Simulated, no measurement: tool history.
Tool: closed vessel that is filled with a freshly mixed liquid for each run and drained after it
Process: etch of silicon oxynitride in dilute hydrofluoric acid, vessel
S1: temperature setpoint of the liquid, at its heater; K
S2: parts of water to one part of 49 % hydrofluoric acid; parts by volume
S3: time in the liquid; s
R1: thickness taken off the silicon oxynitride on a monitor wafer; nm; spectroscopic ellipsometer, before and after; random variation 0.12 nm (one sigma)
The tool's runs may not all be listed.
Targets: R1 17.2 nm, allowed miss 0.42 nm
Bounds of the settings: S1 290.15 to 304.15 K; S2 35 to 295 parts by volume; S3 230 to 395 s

run  hour      S1   S2   S3      R1
  1     0  296.15  165  395  10.141
  2   6.2  297.65  160  395  11.364
  3  12.6  297.65  125  395   15.04
  4  19.4  298.15  125  395  15.564
  5  26.3  296.15  125  395   13.98
  6    33  294.65  125  395  13.043
  7  38.3  295.65  125  395    13.6
  8  40.6  296.15  125  395  13.691
  9  48.2  296.65  125  395  14.306
 10  50.5  297.15  125  395  14.669
 11  59.4  297.65  125  395   15.01
 12  63.3  297.65  125  395  14.917
 13    71  298.15  125  395  15.315
 14  78.8  298.65  125  395  15.494
 15  82.5  301.65  125  395  17.893

Which of these 4 next moves meets every target?
  A  86.2  303.15   80  230   ?
  B  86.2  302.65  135  395   ?
  C  86.2  304.15  135  395   ?
  D  86.2  300.65  120  395   ?

move      R1
   A  18.041
   B  16.992
   C  18.141
   D  17.734
A: further off than the last run
B: meets every target
C: further off than the last run
D: nearer than the last run, and not there yet
Answer: B

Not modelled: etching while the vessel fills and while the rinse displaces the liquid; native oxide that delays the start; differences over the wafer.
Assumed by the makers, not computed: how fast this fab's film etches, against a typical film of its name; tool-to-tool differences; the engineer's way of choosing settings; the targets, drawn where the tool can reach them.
